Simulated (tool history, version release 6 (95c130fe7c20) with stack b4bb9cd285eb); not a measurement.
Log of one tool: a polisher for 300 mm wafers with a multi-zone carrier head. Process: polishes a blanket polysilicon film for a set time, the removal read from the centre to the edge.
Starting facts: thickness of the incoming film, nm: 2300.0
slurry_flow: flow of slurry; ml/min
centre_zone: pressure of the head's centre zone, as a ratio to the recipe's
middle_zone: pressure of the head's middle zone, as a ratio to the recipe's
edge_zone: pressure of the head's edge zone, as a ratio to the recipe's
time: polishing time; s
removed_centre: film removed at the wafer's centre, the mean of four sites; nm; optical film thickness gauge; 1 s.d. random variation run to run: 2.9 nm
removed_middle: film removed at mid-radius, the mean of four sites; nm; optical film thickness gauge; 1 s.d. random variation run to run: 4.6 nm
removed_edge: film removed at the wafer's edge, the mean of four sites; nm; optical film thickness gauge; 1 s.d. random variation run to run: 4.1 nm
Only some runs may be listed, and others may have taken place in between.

Run 1, hour 0.0: slurry_flow 170 ml/min, centre_zone 1.00, middle_zone 1.00, edge_zone 1.00, time 54 s. Result: removed_centre 280.74 nm, removed_middle 284.09 nm, removed_edge 278.11 nm.
Run 2, hour 3.6: slurry_flow 170 ml/min, centre_zone 0.96, middle_zone 1.00, edge_zone 1.00, time 54 s. Result: removed_centre 276.62 nm, removed_middle 279.42 nm, removed_edge 280.10 nm.
Run 3, hour 4.6: slurry_flow 170 ml/min, centre_zone 0.96, middle_zone 1.00, edge_zone 1.00, time 43 s. Result: removed_centre 215.86 nm, removed_middle 224.57 nm, removed_edge 217.17 nm.
Run 4, hour 8.5: slurry_flow 145 ml/min, centre_zone 0.96, middle_zone 1.00, edge_zone 1.00, time 43 s. Result: removed_centre 212.10 nm, removed_middle 215.62 nm, removed_edge 216.61 nm.
Run 5, hour 13.9: slurry_flow 145 ml/min, centre_zone 0.91, middle_zone 1.00, edge_zone 1.00, time 43 s. Result: removed_centre 204.14 nm, removed_middle 210.41 nm, removed_edge 218.26 nm.
Run 6, hour 20.2: slurry_flow 160 ml/min, centre_zone 0.91, middle_zone 1.00, edge_zone 1.00, time 43 s. Result: removed_centre 205.07 nm, removed_middle 219.05 nm, removed_edge 223.07 nm.
Run 7, hour 22.7: slurry_flow 175 ml/min, centre_zone 0.94, middle_zone 1.02, edge_zone 1.02, time 48 s. Result: removed_centre 242.12 nm, removed_middle 253.02 nm, removed_edge 250.65 nm.
Run 8, hour 31.6: slurry_flow 185 ml/min, centre_zone 0.95, middle_zone 1.06, edge_zone 1.05, time 51 s. Result: removed_centre 259.72 nm, removed_middle 279.50 nm, removed_edge 267.97 nm.
Run 9, hour 38.6: slurry_flow 195 ml/min, centre_zone 0.96, middle_zone 1.07, edge_zone 1.06, time 54 s. Result: removed_centre 282.25 nm, removed_middle 305.84 nm, removed_edge 291.53 nm.

Expected results for the next run?
Run 10, hour 42.4: slurry_flow 195 ml/min, centre_zone 0.96, middle_zone 1.07, edge_zone 1.06, time 54 s. Result: removed_centre ?, removed_middle ?, removed_edge ?.

Run 10 gave removed_centre 282.62 nm, removed_middle 300.58 nm, removed_edge 296.92 nm.

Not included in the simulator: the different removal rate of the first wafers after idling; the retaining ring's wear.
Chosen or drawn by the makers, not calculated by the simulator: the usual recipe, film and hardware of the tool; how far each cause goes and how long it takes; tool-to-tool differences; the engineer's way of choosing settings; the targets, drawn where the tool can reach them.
